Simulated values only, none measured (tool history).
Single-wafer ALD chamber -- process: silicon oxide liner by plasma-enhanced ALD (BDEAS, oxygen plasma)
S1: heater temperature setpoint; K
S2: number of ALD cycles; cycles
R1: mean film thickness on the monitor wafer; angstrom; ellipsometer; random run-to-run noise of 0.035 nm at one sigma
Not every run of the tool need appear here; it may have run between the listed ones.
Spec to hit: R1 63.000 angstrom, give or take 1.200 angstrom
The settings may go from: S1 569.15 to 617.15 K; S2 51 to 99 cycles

run,day,S1,S2,R1
1,0.000,593.15,75,73.635
2,0.375,593.15,73,70.796
3,0.412,583.15,73,71.154
4,0.600,590.15,73,70.866
5,0.717,590.15,62,60.608
6,0.783,590.15,53,51.922
7,1.104,590.15,55,53.330
8,1.412,590.15,57,55.694
9,1.571,588.15,66,64.389

Which single option among these 4 for the next run brings every result within its allowed miss of target? Just one does.
A,1.729,580.15,69,?
B,1.729,581.15,61,?
C,1.729,587.15,65,?
D,1.729,590.15,69,?

move,R1
A,68.281
B,60.290
C,63.765
D,67.435
A: moves away from the targets compared with the last run
B: takes the biggest miss from the last run beyond its target
C: hits every target within its allowed miss
D: moves away from the targets compared with the last run
Correct choice: C, which meets every target
